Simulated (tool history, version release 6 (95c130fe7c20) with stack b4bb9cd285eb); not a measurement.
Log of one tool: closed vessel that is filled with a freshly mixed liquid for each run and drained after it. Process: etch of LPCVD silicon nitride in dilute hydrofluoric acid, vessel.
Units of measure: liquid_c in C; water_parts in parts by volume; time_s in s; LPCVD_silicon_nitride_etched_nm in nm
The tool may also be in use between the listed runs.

run	hour	liquid_c	water_parts	time_s	LPCVD_silicon_nitride_etched_nm
1	0	26	60	2925	27.701
2	0.7	27	60	2925	29.947
3	7.4	27	40	2925	44.277
4	10.6	25.5	40	2925	40.089
5	14.3	26	40	2925	41.537
6	20.1	26	60	2925	27.625
7	24	27	60	2925	29.636
8	28.9	28	60	2925	31.74
9	33.8	29	60	2925	34.056
10	40.1	29.5	60	2925	34.839
11	43.1	30	60	2925	35.716

Run 12 is up next; what results do you expect?
12	47.1	30.5	60	2925	?

{"run 12": {"LPCVD_silicon_nitride_etched_nm": 37.081}}
